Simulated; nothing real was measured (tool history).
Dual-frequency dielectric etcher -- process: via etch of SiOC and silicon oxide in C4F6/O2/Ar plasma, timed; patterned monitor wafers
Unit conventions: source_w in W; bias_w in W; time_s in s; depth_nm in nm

run 1 hour=0 | source_w=330 bias_w=235 time_s=86 | depth_nm=99.934
run 2 hour=7.2 | source_w=330 bias_w=253 time_s=86 | depth_nm=102.48
run 3 hour=12.8 | source_w=290 bias_w=253 time_s=86 | depth_nm=97.807
run 4 hour=13.7 | source_w=290 bias_w=277 time_s=86 | depth_nm=100.86
run 5 hour=16.3 | source_w=290 bias_w=277 time_s=86 | depth_nm=100.62
run 6 hour=20.3 | source_w=290 bias_w=277 time_s=90 | depth_nm=105.64
run 7 hour=29 | source_w=280 bias_w=270 time_s=90 | depth_nm=103.13
run 8 hour=33 | source_w=270 bias_w=267 time_s=90 | depth_nm=101.31

Predict the results of run 9:
run 9 hour=35 | source_w=260 bias_w=265 time_s=90 | depth_nm=?

depth_nm: 100.41 nm

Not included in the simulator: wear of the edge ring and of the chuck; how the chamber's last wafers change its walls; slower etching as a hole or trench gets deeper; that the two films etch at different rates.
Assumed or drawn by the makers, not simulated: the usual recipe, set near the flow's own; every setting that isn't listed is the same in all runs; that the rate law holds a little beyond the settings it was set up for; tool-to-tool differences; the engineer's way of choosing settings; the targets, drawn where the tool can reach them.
